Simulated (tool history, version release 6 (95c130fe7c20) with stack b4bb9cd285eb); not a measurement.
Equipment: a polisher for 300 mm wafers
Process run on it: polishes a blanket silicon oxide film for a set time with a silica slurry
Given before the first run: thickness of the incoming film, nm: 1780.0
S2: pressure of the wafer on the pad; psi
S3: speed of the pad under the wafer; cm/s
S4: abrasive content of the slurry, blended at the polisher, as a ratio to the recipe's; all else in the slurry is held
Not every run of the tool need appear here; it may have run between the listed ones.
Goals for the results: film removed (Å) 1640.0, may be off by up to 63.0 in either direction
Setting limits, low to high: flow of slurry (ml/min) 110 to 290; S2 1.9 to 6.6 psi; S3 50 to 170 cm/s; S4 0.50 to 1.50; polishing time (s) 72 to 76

run 1 hour=0.0 | flow_of_slurry_(ml/min)=185 S2=4.2 S3=110 S4=1.00 polishing_time_(s)=72 | film_removed_(Å)=1914.3
run 2 hour=1.8 | flow_of_slurry_(ml/min)=140 S2=4.2 S3=110 S4=1.00 polishing_time_(s)=72 | film_removed_(Å)=1843.7
run 3 hour=7.7 | flow_of_slurry_(ml/min)=140 S2=4.2 S3=110 S4=0.85 polishing_time_(s)=72 | film_removed_(Å)=1737.2
run 4 hour=8.4 | flow_of_slurry_(ml/min)=165 S2=4.2 S3=110 S4=0.85 polishing_time_(s)=72 | film_removed_(Å)=1771.0
run 5 hour=11.4 | flow_of_slurry_(ml/min)=165 S2=4.2 S3=110 S4=0.85 polishing_time_(s)=76 | film_removed_(Å)=1895.9
run 6 hour=16.9 | flow_of_slurry_(ml/min)=165 S2=4.1 S3=110 S4=0.85 polishing_time_(s)=76 | film_removed_(Å)=1859.8
run 7 hour=18.5 | flow_of_slurry_(ml/min)=165 S2=4.0 S3=110 S4=0.85 polishing_time_(s)=76 | film_removed_(Å)=1800.0
run 8 hour=25.7 | flow_of_slurry_(ml/min)=165 S2=3.8 S3=110 S4=0.85 polishing_time_(s)=76 | film_removed_(Å)=1711.6

Which of these 5 next moves meets every target?
run A hour=32.9 | flow_of_slurry_(ml/min)=175 S2=3.5 S3=122 S4=0.85 polishing_time_(s)=74 | film_removed_(Å)=?
run B hour=32.9 | flow_of_slurry_(ml/min)=150 S2=3.6 S3=122 S4=0.95 polishing_time_(s)=76 | film_removed_(Å)=?
run C hour=32.9 | flow_of_slurry_(ml/min)=180 S2=3.9 S3=114 S4=1.00 polishing_time_(s)=72 | film_removed_(Å)=?
run D hour=32.9 | flow_of_slurry_(ml/min)=170 S2=4.1 S3=94 S4=1.05 polishing_time_(s)=76 | film_removed_(Å)=?
run E hour=32.9 | flow_of_slurry_(ml/min)=115 S2=4.2 S3=108 S4=0.90 polishing_time_(s)=76 | film_removed_(Å)=?

move=A film_removed_(Å)=1686.3
move=B film_removed_(Å)=1818.3
move=C film_removed_(Å)=1851.3
move=D film_removed_(Å)=1842.2
move=E film_removed_(Å)=1861.1
A: in spec on every target
B: moves away from the targets compared with the last run
C: moves away from the targets compared with the last run
D: moves away from the targets compared with the last run
E: moves away from the targets compared with the last run
Answer: A
